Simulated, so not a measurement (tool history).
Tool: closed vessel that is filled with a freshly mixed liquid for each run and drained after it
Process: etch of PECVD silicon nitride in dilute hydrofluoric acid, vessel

run	day	temperature setpoint of the liquid (°C)	parts of water to one part of 49 % hydrofluoric acid (parts by volume)	time in the liquid (s)	thickness taken off the PECVD silicon nitride on a monitor wafer (nm)
1	0.000	24.0	165	390	7.0628
2	0.167	25.0	160	390	7.7912
3	0.442	26.0	160	390	8.3452
4	0.604	27.0	160	390	8.8499
5	0.671	27.0	190	390	7.4236
6	0.721	27.0	230	390	6.1881
7	0.767	27.5	220	390	6.5563
8	1.000	28.0	210	390	7.1675
9	1.025	28.5	200	390	7.7348

What will run 10 give?
10	1.388	29.0	190	390	?

{"run 10": {"thickness taken off the PECVD silicon nitride on a monitor wafer (nm)": 8.4199}}
